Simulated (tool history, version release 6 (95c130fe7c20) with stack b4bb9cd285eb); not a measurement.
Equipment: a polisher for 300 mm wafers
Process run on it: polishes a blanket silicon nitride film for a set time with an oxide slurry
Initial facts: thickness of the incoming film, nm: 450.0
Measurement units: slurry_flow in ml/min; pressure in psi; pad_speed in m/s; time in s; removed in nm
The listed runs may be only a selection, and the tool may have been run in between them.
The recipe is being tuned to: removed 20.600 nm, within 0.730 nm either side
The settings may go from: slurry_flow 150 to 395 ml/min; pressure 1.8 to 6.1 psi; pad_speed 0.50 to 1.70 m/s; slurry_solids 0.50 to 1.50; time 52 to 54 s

run,hour,slurry_flow,pressure,pad_speed,slurry_solids,time,removed
1,0.0,250,3.9,1.10,1.00,52,33.847
2,3.1,210,3.9,1.10,1.00,52,32.742
3,8.4,210,3.9,0.96,1.00,52,29.057
4,14.9,205,3.7,0.96,1.00,52,28.063
5,19.6,205,3.5,0.96,1.00,52,26.856
6,23.8,205,3.3,0.96,1.00,52,25.183
7,31.7,205,3.2,0.96,1.00,52,24.160
# hour 34.6: slurry nozzle cleaned
8,34.6,205,3.1,0.96,1.00,52,24.194
9,43.3,205,3.0,0.96,1.00,52,24.048
10,50.6,200,2.9,0.96,1.00,52,22.783
11,54.2,200,2.8,0.96,1.00,52,21.831

Which one of the following 5 next-run settings gets every result inside its allowed miss? There is exactly one.
A,57.8,195,2.3,1.14,1.10,54,?
B,57.8,190,2.3,1.26,0.85,54,?
C,57.8,195,2.7,0.96,1.10,53,?
D,57.8,195,2.9,0.94,1.10,54,?
E,57.8,180,2.6,0.96,1.05,52,?

move,removed
A,22.534
B,22.016
C,22.461
D,24.098
E,20.615
A: moves away from the targets compared with the last run
B: moves away from the targets compared with the last run
C: moves away from the targets compared with the last run
D: moves away from the targets compared with the last run
E: hits every target within its allowed miss
So the answer is move E, the one that meets all the targets.
